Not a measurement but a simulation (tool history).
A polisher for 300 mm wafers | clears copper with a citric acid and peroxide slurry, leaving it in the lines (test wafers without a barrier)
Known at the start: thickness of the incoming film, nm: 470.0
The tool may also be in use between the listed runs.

run	hour	flow of slurry (ml/min)	pressure of the wafer on the pad (kPa)	speed of the pad under the wafer (m/s)	abrasive content of the slurry	overpolish time after the end point (s)	time until the end point was called (s)	dishing of a wide line in a test structure (nm)
1	0.0	210	26.2	1.30	1.0	23	103.350	60.377
2	5.6	210	27.6	1.30	1.0	23	101.150	58.732
3	10.1	210	27.6	1.42	1.0	23	94.051	61.963
4	15.1	160	27.6	1.42	1.0	23	98.466	59.921
5	20.0	165	28.3	1.42	1.0	24	95.232	64.521
6	23.0	170	29.0	1.42	1.0	24	93.270	68.390

The next listed run, before its measurement:
7	28.2	175	29.6	1.42	1.0	24	?	?

Run 7 gave time until the end point was called (s) 88.291, dishing of a wide line in a test structure (nm) 68.447.

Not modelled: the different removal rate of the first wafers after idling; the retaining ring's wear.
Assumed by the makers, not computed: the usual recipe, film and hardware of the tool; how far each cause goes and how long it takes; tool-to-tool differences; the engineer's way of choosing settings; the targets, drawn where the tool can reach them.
